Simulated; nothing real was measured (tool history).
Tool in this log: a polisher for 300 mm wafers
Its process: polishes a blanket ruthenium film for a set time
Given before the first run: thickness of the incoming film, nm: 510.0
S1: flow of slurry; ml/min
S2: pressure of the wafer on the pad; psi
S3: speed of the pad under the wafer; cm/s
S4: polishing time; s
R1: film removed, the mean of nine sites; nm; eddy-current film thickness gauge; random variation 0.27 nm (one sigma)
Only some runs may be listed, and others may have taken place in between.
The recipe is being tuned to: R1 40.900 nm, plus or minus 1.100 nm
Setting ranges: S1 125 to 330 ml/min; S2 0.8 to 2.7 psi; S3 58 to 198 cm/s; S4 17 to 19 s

run 1 day=0.000 | S1=210 S2=1.7 S3=128 S4=19 | R1=25.750
run 2 day=0.296 | S1=210 S2=1.7 S3=128 S4=17 | R1=23.175
run 3 day=0.546 | S1=210 S2=1.7 S3=142 S4=17 | R1=25.297
run 4 day=0.596 | S1=240 S2=1.7 S3=142 S4=17 | R1=26.015
-- day=0.838 slurry nozzle cleaned
run 5 day=0.838 | S1=240 S2=1.7 S3=142 S4=17 | R1=26.893
run 6 day=0.942 | S1=240 S2=1.7 S3=110 S4=17 | R1=20.932
run 7 day=1.175 | S1=245 S2=1.9 S3=112 S4=17 | R1=23.758
run 8 day=1.471 | S1=250 S2=2.1 S3=114 S4=17 | R1=26.529
run 9 day=1.742 | S1=250 S2=2.2 S3=118 S4=17 | R1=28.850
run 10 day=1.767 | S1=270 S2=2.7 S3=126 S4=17 | R1=37.557
run 11 day=1.858 | S1=270 S2=2.7 S3=128 S4=17 | R1=38.263
run 12 day=1.925 | S1=270 S2=2.7 S3=130 S4=17 | R1=38.934
run 13 day=2.242 | S1=270 S2=2.7 S3=132 S4=17 | R1=39.333

Of the 4 settings listed for the next run, only one would bring every result within its allowed miss of target. Which one?
run A day=2.558 | S1=270 S2=2.7 S3=142 S4=18 | R1=?
run B day=2.558 | S1=240 S2=2.7 S3=128 S4=19 | R1=?
run C day=2.558 | S1=320 S2=2.3 S3=148 S4=18 | R1=?
run D day=2.558 | S1=280 S2=2.2 S3=136 S4=19 | R1=?

move=A R1=44.681
move=B R1=42.258
move=C R1=40.250
move=D R1=37.110
A: moves the result that the last run missed by most past its target, out the other side
B: moves the result that the last run missed by most past its target, out the other side
C: every result within its allowed miss
D: the biggest miss grows against the last run
Answer: C
